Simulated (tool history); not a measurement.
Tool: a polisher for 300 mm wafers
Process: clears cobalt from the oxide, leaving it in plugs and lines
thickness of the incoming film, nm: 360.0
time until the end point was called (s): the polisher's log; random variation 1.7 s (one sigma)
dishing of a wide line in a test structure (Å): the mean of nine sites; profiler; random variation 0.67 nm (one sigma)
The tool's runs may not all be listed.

run,hour,flow of slurry (ml/min),pressure of the wafer on the pad (kPa),speed of the pad under the wafer (cm/s),overpolish time after the end point (s),time until the end point was called (s),dishing of a wide line in a test structure (Å)
1,0,205,16.5,84,13,70.761,436.68
2,7.9,205,14.5,84,13,79.05,408.64
3,13.2,200,13.1,78,15,94.133,414.48
4,22.2,200,13.1,58,15,124.9,341.89
5,29.2,225,13.1,58,15,123.21,339.52
6,32.9,225,11.7,58,16,137.34,328.65

The next listed run, before its measurement:
7,34.1,225,11,58,17,?,?

{"run 7": {"time until the end point was called (s)": 144.97, "dishing of a wide line in a test structure (Å)": 339.67}}
